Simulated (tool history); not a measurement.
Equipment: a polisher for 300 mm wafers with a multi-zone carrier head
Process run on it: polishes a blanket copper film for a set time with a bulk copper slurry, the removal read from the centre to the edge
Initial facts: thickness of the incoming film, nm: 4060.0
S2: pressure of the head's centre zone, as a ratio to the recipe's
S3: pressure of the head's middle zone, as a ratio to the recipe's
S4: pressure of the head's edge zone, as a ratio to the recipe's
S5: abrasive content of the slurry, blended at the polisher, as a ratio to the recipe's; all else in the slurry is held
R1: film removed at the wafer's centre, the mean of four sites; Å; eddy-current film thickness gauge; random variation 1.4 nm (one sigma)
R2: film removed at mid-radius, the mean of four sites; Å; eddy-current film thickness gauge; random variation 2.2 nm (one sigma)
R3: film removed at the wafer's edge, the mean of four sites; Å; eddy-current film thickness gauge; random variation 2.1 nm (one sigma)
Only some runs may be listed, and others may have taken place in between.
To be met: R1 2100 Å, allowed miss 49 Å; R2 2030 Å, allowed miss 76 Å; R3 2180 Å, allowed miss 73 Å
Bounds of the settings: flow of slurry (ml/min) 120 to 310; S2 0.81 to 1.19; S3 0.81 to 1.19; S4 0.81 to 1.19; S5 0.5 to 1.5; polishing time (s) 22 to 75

run 1 day=0 | flow_of_slurry_(ml/min)=200 S2=1 S3=1 S4=1 S5=1 polishing_time_(s)=48 | R1=2897.8 R2=2908.9 R3=2874.5
run 2 day=0.246 | flow_of_slurry_(ml/min)=190 S2=0.98 S3=0.96 S4=0.97 S5=0.85 polishing_time_(s)=47 | R1=2636.5 R2=2699.3 R3=2660.5
run 3 day=0.612 | flow_of_slurry_(ml/min)=185 S2=0.98 S3=0.93 S4=0.97 S5=0.75 polishing_time_(s)=46 | R1=2502.9 R2=2431.8 R3=2514.3
run 4 day=0.95 | flow_of_slurry_(ml/min)=175 S2=0.96 S3=0.91 S4=0.95 S5=0.7 polishing_time_(s)=46 | R1=2413.4 R2=2400.2 R3=2434.7
run 5 day=1.046 | flow_of_slurry_(ml/min)=170 S2=0.95 S3=0.89 S4=0.95 S5=0.65 polishing_time_(s)=46 | R1=2343.2 R2=2287.9 R3=2362.7
run 6 day=1.071 | flow_of_slurry_(ml/min)=170 S2=0.95 S3=0.94 S4=0.95 S5=0.65 polishing_time_(s)=46 | R1=2313.7 R2=2357.6 R3=2307.5
run 7 day=1.25 | flow_of_slurry_(ml/min)=160 S2=0.94 S3=0.92 S4=0.95 S5=0.6 polishing_time_(s)=46 | R1=2205.1 R2=2229.3 R3=2282.2
run 8 day=1.45 | flow_of_slurry_(ml/min)=150 S2=0.94 S3=0.91 S4=0.95 S5=0.6 polishing_time_(s)=46 | R1=2192.4 R2=2219.6 R3=2259.3
run 9 day=1.546 | flow_of_slurry_(ml/min)=145 S2=0.94 S3=0.9 S4=0.95 S5=0.6 polishing_time_(s)=46 | R1=2162.9 R2=2155.6 R3=2248
run 10 day=1.921 | flow_of_slurry_(ml/min)=140 S2=0.94 S3=0.89 S4=0.95 S5=0.6 polishing_time_(s)=46 | R1=2143.9 R2=2137.2 R3=2258.5
run 11 day=2.112 | flow_of_slurry_(ml/min)=135 S2=0.94 S3=0.88 S4=0.94 S5=0.6 polishing_time_(s)=46 | R1=2149.4 R2=2118 R3=2219.9

Consider the 5 candidate settings below. Which is the only one whose results all fall within their allowed miss of target?
run A day=2.304 | flow_of_slurry_(ml/min)=155 S2=0.99 S3=0.92 S4=0.87 S5=0.5 polishing_time_(s)=44 | R1=? R2=? R3=?
run B day=2.304 | flow_of_slurry_(ml/min)=120 S2=0.89 S3=0.94 S4=0.94 S5=0.6 polishing_time_(s)=49 | R1=? R2=? R3=?
run C day=2.304 | flow_of_slurry_(ml/min)=145 S2=0.97 S3=0.98 S4=0.81 S5=0.65 polishing_time_(s)=44 | R1=? R2=? R3=?
run D day=2.304 | flow_of_slurry_(ml/min)=195 S2=0.92 S3=0.84 S4=0.93 S5=0.65 polishing_time_(s)=42 | R1=? R2=? R3=?
run E day=2.304 | flow_of_slurry_(ml/min)=120 S2=0.99 S3=0.85 S4=0.91 S5=0.5 polishing_time_(s)=49 | R1=? R2=? R3=?

move=A R1=2087.1 R2=2002.6 R3=1983.2
move=B R1=2125.4 R2=2288.7 R3=2339
move=C R1=2190.4 R2=2241.5 R3=2061.9
move=D R1=2095.3 R2=2007 R3=2163.9
move=E R1=2209 R2=2017.5 R3=2183.7
A: the worst result of the last run now meets its target, but another is out of spec
B: the biggest miss grows against the last run
C: the biggest miss grows against the last run
D: each result inside its tolerance
E: the worst result of the last run now meets its target, but another is out of spec
Go with D: it meets all targets.
